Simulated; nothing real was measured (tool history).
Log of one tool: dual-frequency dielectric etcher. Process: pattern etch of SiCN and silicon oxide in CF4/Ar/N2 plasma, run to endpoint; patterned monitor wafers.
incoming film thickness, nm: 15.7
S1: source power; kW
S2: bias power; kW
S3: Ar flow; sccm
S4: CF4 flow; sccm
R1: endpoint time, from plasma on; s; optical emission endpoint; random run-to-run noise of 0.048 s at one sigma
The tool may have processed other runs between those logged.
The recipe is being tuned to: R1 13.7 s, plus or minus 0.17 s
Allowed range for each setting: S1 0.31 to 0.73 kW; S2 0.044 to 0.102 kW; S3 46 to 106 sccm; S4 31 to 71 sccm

run	hour	S1	S2	S3	S4	R1
1	0	0.52	0.073	76	51	17.803
2	4	0.52	0.086	76	51	16.369
3	12.8	0.52	0.086	76	59	16.003
4	19.2	0.52	0.086	83	59	16.148
5	23.1	0.52	0.079	83	59	16.911
6	31	0.52	0.079	83	67	16.471
7	32.5	0.54	0.079	83	67	16.02
8	40	0.56	0.079	83	67	15.467
9	48.2	0.58	0.079	83	67	14.955
10	53.9	0.59	0.079	83	67	14.634
11	54.7	0.6	0.079	83	67	14.569
12	58.1	0.61	0.079	83	67	14.359
13	66.2	0.62	0.079	83	67	14.004
14	74.7	0.63	0.079	83	67	13.833

Exercise: of the 5 proposed moves below, exactly one satisfies all targets within the stated allowed misses. Which move is it?
A	83.2	0.61	0.081	85	71	?
B	83.2	0.65	0.08	88	54	?
C	83.2	0.6	0.082	70	70	?
D	83.2	0.59	0.086	84	71	?
E	83.2	0.63	0.085	79	66	?

move	R1
A	13.976
B	14.014
C	13.708
D	13.964
E	13.251
A: further off than the last run
B: further off than the last run
C: all results in spec
D: further off than the last run
E: the result that was furthest off in the last run now lies on the other side of its target
C is the move that brings every result within its allowed miss.
